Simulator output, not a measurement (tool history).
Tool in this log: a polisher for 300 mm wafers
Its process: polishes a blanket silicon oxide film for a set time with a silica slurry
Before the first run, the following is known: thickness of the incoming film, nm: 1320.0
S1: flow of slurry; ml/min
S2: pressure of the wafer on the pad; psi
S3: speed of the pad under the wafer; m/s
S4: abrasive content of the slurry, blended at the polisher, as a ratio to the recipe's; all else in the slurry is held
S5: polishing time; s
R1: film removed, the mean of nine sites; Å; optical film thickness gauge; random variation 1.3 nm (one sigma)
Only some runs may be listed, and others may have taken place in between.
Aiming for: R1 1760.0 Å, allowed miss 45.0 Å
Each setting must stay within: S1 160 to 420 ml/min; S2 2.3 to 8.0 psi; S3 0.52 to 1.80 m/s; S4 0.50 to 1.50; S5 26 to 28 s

| run | hour | S1 | S2 | S3 | S4 | S5 | R1 |
|---|---|---|---|---|---|---|---|
| 1 | 0.0 | 270 | 5.1 | 1.16 | 1.00 | 28 | 1317.4 |
| 2 | 6.1 | 270 | 5.1 | 1.00 | 1.00 | 28 | 1182.0 |
| 3 | 7.1 | 270 | 5.1 | 1.00 | 0.85 | 28 | 1061.0 |
| 4 | 13.5 | 275 | 5.9 | 1.00 | 0.85 | 28 | 1217.3 |
| 5 | 18.6 | 275 | 6.6 | 1.00 | 0.85 | 28 | 1360.9 |
| 6 | 21.5 | 245 | 6.6 | 1.00 | 0.85 | 28 | 1327.2 |
| 7 | 23.0 | 280 | 7.0 | 1.00 | 0.85 | 28 | 1441.9 |
| 8 | 30.1 | 280 | 8.0 | 1.02 | 0.85 | 28 | 1646.6 |

Of the 5 settings listed for the next run, only one would bring every result within its allowed miss of target. Which one?
| A | 37.2 | 335 | 7.6 | 0.94 | 0.80 | 28 | ? |
| B | 37.2 | 285 | 7.8 | 0.94 | 0.95 | 26 | ? |
| C | 37.2 | 325 | 8.0 | 0.94 | 0.75 | 28 | ? |
| D | 37.2 | 300 | 5.6 | 1.50 | 0.80 | 28 | ? |
| E | 37.2 | 295 | 8.0 | 1.22 | 0.80 | 27 | ? |

| move | R1 |
|---|---|
| A | 1449.3 |
| B | 1524.2 |
| C | 1447.4 |
| D | 1532.2 |
| E | 1773.0 |
A: further off than the last run
B: further off than the last run
C: further off than the last run
D: further off than the last run
E: meets every target
The right move is E.

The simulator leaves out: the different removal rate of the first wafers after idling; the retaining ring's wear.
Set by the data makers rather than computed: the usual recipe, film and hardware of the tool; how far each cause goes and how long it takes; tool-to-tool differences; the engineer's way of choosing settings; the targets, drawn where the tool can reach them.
